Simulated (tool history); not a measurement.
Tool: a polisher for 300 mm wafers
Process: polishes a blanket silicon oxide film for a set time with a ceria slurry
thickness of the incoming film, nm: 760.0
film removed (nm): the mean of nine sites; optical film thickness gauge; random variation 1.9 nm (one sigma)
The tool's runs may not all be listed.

run	hour	flow of slurry (ml/min)	pressure of the wafer on the pad (psi)	speed of the pad under the wafer (cm/s)	polishing time (s)	film removed (nm)
1	0	265	4.2	88	67	388.57
2	4.2	295	4.2	88	67	391.5
3	5.7	295	4.2	100	67	428.73
4	10.8	295	3.7	100	67	381.37
5	17.9	295	3.7	116	67	423.71
6	24.2	295	3.7	124	67	440.55
7	25.4	280	2.5	122	67	307.68
8	30.4	280	2.5	122	67	306.36
9	31.3	275	2.5	122	67	303.82
10	37.3	265	2.5	122	67	301.05
11	42.6	240	2.2	122	67	267.69
12	44.7	245	2.2	122	67	266.96
13	47.7	250	2.2	122	67	268.68
14	51.6	255	2.2	122	67	266.24
15	54.1	260	2.2	122	67	268.93
16	55.1	265	2.2	122	67	270.61
17	61.5	270	2.2	122	67	270.3
18	63.8	275	2.4	122	67	297.18
19	65.6	270	2.4	122	67	292.51
20	67.3	265	2.4	122	67	294.74

The next listed run, before its measurement:
21	71.7	260	2.4	122	67	?

Run 21 gave film removed (nm) 290.73.
